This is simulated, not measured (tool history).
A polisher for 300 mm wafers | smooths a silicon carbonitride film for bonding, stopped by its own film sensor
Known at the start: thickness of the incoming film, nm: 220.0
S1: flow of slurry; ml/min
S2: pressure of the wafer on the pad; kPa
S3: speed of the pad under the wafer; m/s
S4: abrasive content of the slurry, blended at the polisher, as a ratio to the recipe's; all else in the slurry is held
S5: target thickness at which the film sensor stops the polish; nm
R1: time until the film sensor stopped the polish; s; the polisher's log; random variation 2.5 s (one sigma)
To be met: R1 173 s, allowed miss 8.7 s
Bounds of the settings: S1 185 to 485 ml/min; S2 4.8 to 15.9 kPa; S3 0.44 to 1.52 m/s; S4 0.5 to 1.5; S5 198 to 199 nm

run 1 hour=0 | S1=310 S2=10.3 S3=0.98 S4=1 S5=199 | R1=116.72
run 2 hour=8.9 | S1=310 S2=10.3 S3=0.98 S4=0.8 S5=199 | R1=120.71
run 3 hour=13.3 | S1=310 S2=9 S3=0.98 S4=0.8 S5=199 | R1=142.07
run 4 hour=16.1 | S1=355 S2=9 S3=0.98 S4=0.8 S5=199 | R1=144.48
-- hour=24.9 slurry blender recalibrated
run 5 hour=24.9 | S1=355 S2=9 S3=1.12 S4=0.8 S5=199 | R1=115.92
run 6 hour=28.5 | S1=355 S2=8.3 S3=1.12 S4=0.8 S5=199 | R1=123.62
run 7 hour=37 | S1=355 S2=7.6 S3=1.12 S4=0.8 S5=199 | R1=137.32
run 8 hour=38.5 | S1=355 S2=6.9 S3=1.12 S4=0.8 S5=199 | R1=144.82

Which of these 4 next moves meets every target?
run A hour=40 | S1=355 S2=6.2 S3=1.2 S4=0.6 S5=199 | R1=?
run B hour=40 | S1=370 S2=6.9 S3=0.88 S4=0.8 S5=198 | R1=?
run C hour=40 | S1=360 S2=6.9 S3=0.78 S4=0.85 S5=198 | R1=?
run D hour=40 | S1=395 S2=5.5 S3=1.12 S4=0.6 S5=199 | R1=?

move=A R1=174.23
move=B R1=191.41
move=C R1=205.8
move=D R1=203.66
A: meets every target
B: takes the result that was furthest off past its target
C: takes the result that was furthest off past its target
D: takes the result that was furthest off past its target
Answer: A
